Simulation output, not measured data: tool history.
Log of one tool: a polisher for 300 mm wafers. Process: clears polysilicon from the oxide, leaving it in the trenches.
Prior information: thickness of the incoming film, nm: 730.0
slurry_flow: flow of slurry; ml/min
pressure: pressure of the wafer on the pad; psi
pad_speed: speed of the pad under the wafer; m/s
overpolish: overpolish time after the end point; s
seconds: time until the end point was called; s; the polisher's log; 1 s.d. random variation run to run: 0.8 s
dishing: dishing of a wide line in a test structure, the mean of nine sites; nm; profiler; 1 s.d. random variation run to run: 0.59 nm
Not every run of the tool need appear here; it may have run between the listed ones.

{"run": 1, "hour": 0.0, "slurry_flow": 280, "pressure": 1.8, "pad_speed": 1.08, "overpolish": 19, "seconds": 74.241, "dishing": 58.846}
{"run": 2, "hour": 8.2, "slurry_flow": 280, "pressure": 1.8, "pad_speed": 1.08, "overpolish": 16, "seconds": 75.468, "dishing": 55.975}
{"run": 3, "hour": 14.1, "slurry_flow": 280, "pressure": 2, "pad_speed": 1.08, "overpolish": 16, "seconds": 67.498, "dishing": 57.496}
{"run": 4, "hour": 22.8, "slurry_flow": 280, "pressure": 1.9, "pad_speed": 1.08, "overpolish": 14, "seconds": 68.759, "dishing": 54.684}
{"run": 5, "hour": 28.0, "slurry_flow": 280, "pressure": 1.8, "pad_speed": 1.08, "overpolish": 12, "seconds": 74.272, "dishing": 53.366}
{"run": 6, "hour": 35.9, "slurry_flow": 280, "pressure": 1.8, "pad_speed": 1.08, "overpolish": 11, "seconds": 74.185, "dishing": 50.736}
{"run": 7, "hour": 38.9, "slurry_flow": 280, "pressure": 1.8, "pad_speed": 1.08, "overpolish": 11, "seconds": 73.635, "dishing": 50.698}

Predict the results of run 8:
{"run": 8, "hour": 40.5, "slurry_flow": 280, "pressure": 1.8, "pad_speed": 1.08, "overpolish": 11, "seconds": "?", "dishing": "?"}

{"run 8": {"seconds": 75.135, "dishing": 49.757}}
